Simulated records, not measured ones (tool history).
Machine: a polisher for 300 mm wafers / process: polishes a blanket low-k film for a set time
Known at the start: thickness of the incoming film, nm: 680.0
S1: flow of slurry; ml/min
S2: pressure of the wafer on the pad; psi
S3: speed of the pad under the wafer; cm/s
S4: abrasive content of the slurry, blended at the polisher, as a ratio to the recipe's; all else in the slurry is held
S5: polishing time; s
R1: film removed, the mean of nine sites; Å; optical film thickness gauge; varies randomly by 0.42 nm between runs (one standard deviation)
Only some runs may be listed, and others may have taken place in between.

run 1 hour=0.0 | S1=150 S2=1.4 S3=110 S4=1.00 S5=58 | R1=178.49
run 2 hour=6.6 | S1=150 S2=1.5 S3=114 S4=1.00 S5=58 | R1=197.89
run 3 hour=14.1 | S1=150 S2=1.6 S3=116 S4=1.00 S5=58 | R1=203.25
run 4 hour=18.6 | S1=150 S2=1.6 S3=116 S4=0.85 S5=58 | R1=182.72
run 5 hour=23.0 | S1=150 S2=1.6 S3=140 S4=0.85 S5=58 | R1=205.41
run 6 hour=25.9 | S1=150 S2=1.6 S3=140 S4=0.85 S5=53 | R1=189.28
run 7 hour=31.9 | S1=150 S2=1.7 S3=144 S4=0.90 S5=53 | R1=208.37

Run 8 has not been measured yet. What should we expect?
run 8 hour=40.9 | S1=150 S2=1.8 S3=148 S4=0.95 S5=53 | R1=?

{"run 8": {"R1": 225.42}}

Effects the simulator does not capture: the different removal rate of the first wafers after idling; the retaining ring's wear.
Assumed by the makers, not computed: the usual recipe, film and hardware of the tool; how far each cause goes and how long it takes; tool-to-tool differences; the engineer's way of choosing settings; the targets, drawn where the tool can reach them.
